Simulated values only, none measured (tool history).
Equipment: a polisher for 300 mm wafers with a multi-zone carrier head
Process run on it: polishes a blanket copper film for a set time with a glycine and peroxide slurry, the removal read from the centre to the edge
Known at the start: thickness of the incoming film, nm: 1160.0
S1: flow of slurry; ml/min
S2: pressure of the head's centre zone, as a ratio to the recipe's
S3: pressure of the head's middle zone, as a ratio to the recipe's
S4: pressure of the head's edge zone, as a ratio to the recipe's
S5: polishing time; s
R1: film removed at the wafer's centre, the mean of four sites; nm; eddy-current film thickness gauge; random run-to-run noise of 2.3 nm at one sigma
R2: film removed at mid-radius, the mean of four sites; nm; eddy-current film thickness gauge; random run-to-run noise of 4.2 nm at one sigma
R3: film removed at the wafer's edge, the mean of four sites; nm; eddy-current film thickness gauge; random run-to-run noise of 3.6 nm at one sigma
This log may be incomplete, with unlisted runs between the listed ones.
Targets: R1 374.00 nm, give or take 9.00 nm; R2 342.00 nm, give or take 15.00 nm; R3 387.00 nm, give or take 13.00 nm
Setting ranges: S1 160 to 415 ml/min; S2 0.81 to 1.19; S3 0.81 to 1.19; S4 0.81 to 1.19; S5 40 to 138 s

run,hour,S1,S2,S3,S4,S5,R1,R2,R3
1,0.0,265,1.00,1.00,1.00,88,400.38,403.57,388.01
2,5.0,300,1.00,1.00,1.00,88,406.20,422.68,402.70
3,9.9,280,0.99,0.98,1.01,88,398.62,415.46,397.44
4,11.7,340,0.99,0.98,1.01,88,404.72,410.22,407.30
5,17.2,340,0.98,0.95,1.01,87,400.55,402.95,396.24
6,25.0,340,0.98,0.95,1.01,67,303.91,307.67,309.10
7,31.6,350,0.99,0.95,1.04,69,321.08,315.72,322.17
8,35.1,325,1.00,0.90,1.14,82,379.12,366.61,397.08

Next run, 4 choices. One meets every target within its allowed miss, the rest don't. Which?
A,38.6,320,1.04,1.06,1.09,75,?,?,?
B,38.6,290,0.99,0.99,1.04,88,?,?,?
C,38.6,325,0.92,0.99,1.13,89,?,?,?
D,38.6,325,1.02,0.89,1.18,79,?,?,?

move,R1,R2,R3
A,355.51,371.32,356.76
B,397.84,407.17,406.18
C,386.78,416.63,432.08
D,369.38,338.18,392.75
A: moves away from the targets compared with the last run
B: moves away from the targets compared with the last run
C: moves away from the targets compared with the last run
D: every result lands within tolerance
Go with D: it meets all targets.
